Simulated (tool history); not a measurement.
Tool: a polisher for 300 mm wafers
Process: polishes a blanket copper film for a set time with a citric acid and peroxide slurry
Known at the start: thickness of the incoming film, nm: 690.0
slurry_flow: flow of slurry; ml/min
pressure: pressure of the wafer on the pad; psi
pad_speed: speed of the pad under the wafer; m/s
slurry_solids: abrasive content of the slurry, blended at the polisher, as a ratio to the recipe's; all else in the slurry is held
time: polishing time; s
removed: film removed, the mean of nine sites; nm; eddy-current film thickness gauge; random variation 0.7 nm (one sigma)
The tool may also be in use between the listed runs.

Run 1, hour 0: slurry_flow 270 ml/min, pressure 2.6 psi, pad_speed 0.96 m/s, slurry_solids 1, time 47 s. Result: removed 87.089 nm.
Run 2, hour 8.5: slurry_flow 270 ml/min, pressure 2.6 psi, pad_speed 0.96 m/s, slurry_solids 1.15, time 47 s. Result: removed 89.457 nm.
Run 3, hour 12.9: slurry_flow 270 ml/min, pressure 2.6 psi, pad_speed 0.96 m/s, slurry_solids 0.95, time 47 s. Result: removed 83.729 nm.
Run 4, hour 14.6: slurry_flow 275 ml/min, pressure 2.7 psi, pad_speed 0.96 m/s, slurry_solids 0.95, time 47 s. Result: removed 89.339 nm.
Run 5, hour 20.9: slurry_flow 235 ml/min, pressure 2.7 psi, pad_speed 0.96 m/s, slurry_solids 0.95, time 47 s. Result: removed 87.058 nm.
Run 6, hour 28.3: slurry_flow 235 ml/min, pressure 2.7 psi, pad_speed 0.96 m/s, slurry_solids 1.1, time 47 s. Result: removed 88.938 nm.
Run 7, hour 34.6: slurry_flow 260 ml/min, pressure 2.7 psi, pad_speed 0.96 m/s, slurry_solids 1.1, time 47 s. Result: removed 90.34 nm.

Forecast run 8:
Run 8, hour 43.1: slurry_flow 280 ml/min, pressure 2.7 psi, pad_speed 0.96 m/s, slurry_solids 1.1, time 47 s. Result: removed ?.

Run 8 gave removed 91.799 nm.

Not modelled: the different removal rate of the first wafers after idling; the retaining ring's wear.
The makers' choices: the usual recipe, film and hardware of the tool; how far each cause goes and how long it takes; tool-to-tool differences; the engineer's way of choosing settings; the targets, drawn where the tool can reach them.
